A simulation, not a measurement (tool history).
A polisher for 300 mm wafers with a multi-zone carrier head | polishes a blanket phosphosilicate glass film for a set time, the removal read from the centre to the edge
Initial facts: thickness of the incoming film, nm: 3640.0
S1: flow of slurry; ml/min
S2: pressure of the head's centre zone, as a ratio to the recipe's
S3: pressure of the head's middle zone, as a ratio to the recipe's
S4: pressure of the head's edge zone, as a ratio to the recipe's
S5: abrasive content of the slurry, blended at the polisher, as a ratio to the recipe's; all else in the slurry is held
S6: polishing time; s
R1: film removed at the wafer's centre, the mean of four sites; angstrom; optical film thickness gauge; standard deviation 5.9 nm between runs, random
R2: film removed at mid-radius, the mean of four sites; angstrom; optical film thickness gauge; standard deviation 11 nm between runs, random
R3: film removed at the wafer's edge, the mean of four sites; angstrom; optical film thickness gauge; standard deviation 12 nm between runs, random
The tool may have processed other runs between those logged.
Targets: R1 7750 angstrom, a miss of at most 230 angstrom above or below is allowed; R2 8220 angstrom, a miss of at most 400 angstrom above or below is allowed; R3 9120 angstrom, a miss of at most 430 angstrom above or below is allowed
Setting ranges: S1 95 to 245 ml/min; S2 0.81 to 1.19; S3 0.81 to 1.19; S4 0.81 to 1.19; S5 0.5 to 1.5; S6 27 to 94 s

run,hour,S1,S2,S3,S4,S5,S6,R1,R2,R3
1,0,155,1,1,1,1,60,4727.1,4867.7,5139.5
2,4.7,120,1,1,1,1,60,4245,4381.3,4984.2
3,11.3,125,1.01,1.01,1.03,1.1,64,4866.6,5080.6,5642.7
4,18.5,125,1.01,0.97,1.03,1.1,64,4928.1,4881.7,5670.5
5,21.6,125,1.01,0.97,1.03,1.1,56,4335.6,4330.7,4808.2
6,28,125,1.01,0.97,1.03,1.1,65,5022.8,4954.6,5573.5
7,35.7,120,1.03,1,1.06,1.2,68,5380.7,5402.2,6162.9
8,40.7,165,1.09,1.1,1.15,1.45,80,8559.3,8292.7,8878.9
9,44.9,155,1.07,1.1,1.15,1.45,80,8114.3,8325.9,8606.3
10,48.7,150,1.06,1.08,1.16,1.45,81,8110.2,8416,8803

4 candidate next runs follow, results not yet known. Just one meets every target within its allowed miss. Identify it.
A,52.5,135,1.01,1.07,1.17,1.5,84,?,?,?
B,52.5,155,0.99,0.92,1.18,1.2,89,?,?,?
C,52.5,140,1.01,1.06,0.87,1.4,86,?,?,?
D,52.5,190,1.14,0.98,1.18,1.35,72,?,?,?

move,R1,R2,R3
A,7645.9,8121.1,9148.6
B,7647,7265.7,9161.8
C,7741.5,8142.5,8000.6
D,8076.6,6933.8,8142.2
A: every result lands within tolerance
B: corrects the largest miss of the last run, while another result sits out of spec
C: corrects the largest miss of the last run, while another result sits out of spec
D: further off than the last run
Move A is the one to make.

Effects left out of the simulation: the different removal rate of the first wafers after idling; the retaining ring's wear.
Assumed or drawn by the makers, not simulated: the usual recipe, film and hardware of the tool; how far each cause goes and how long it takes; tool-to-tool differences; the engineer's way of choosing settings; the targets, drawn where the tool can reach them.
